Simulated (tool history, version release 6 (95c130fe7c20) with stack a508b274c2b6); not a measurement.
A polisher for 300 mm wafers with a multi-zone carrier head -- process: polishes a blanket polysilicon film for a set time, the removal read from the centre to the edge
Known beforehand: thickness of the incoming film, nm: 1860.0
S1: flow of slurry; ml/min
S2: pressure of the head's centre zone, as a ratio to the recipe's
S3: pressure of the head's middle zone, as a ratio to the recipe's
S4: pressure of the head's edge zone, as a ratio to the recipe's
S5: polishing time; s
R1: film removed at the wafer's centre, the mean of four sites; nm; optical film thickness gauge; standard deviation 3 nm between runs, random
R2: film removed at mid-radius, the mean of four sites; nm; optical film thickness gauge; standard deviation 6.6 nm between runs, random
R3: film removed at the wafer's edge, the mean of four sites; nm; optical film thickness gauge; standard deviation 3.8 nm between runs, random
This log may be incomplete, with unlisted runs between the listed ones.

| run | hour | S1 | S2 | S3 | S4 | S5 | R1 | R2 | R3 |
|---|---|---|---|---|---|---|---|---|---|
| 1 | 0.0 | 155 | 1.00 | 1.00 | 1.00 | 50 | 421.71 | 408.86 | 395.29 |
| 2 | 7.2 | 170 | 0.98 | 1.01 | 1.06 | 51 | 426.62 | 430.85 | 420.70 |
| 3 | 12.4 | 170 | 0.98 | 1.01 | 1.06 | 55 | 456.75 | 475.48 | 454.65 |
| 4 | 15.3 | 170 | 0.97 | 1.00 | 1.09 | 55 | 456.69 | 459.55 | 458.47 |
| 5 | 19.7 | 170 | 0.91 | 1.00 | 1.09 | 55 | 426.61 | 458.16 | 455.93 |
| 6 | 28.3 | 170 | 0.91 | 1.07 | 1.09 | 55 | 429.57 | 486.74 | 462.40 |
| 7 | 29.1 | 175 | 0.91 | 1.05 | 1.11 | 55 | 427.59 | 496.38 | 457.25 |
| 8 | 32.9 | 170 | 0.91 | 1.03 | 1.12 | 56 | 441.66 | 475.94 | 466.81 |

Expected results for the next run?
| 9 | 38.1 | 180 | 0.89 | 1.02 | 1.18 | 56 | ? | ? | ? |

Run 9 measured R1 431.44 nm, R2 487.41 nm, R3 483.48 nm.
